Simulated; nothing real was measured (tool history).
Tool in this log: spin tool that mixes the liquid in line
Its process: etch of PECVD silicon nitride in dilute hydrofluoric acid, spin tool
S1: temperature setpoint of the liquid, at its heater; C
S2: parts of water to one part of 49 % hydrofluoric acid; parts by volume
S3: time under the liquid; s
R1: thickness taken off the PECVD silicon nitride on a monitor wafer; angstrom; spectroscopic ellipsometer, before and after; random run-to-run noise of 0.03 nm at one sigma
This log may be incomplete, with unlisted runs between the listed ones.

run,hour,S1,S2,S3,R1
1,0,24,170,280,34.491
2,5.3,23,175,280,31.107
3,10.7,23,175,280,31.641
4,12.2,25.5,175,280,36.467
5,12.8,25.5,215,280,30.77
6,15.3,25.5,215,280,29.9
7,17,25,215,280,29.024
8,20.1,24.5,215,280,28.229
9,21.5,24,215,280,26.947

Run 10 comes next. What will it give?
10,29.2,23.5,215,280,?

R1: 26.521 angstrom
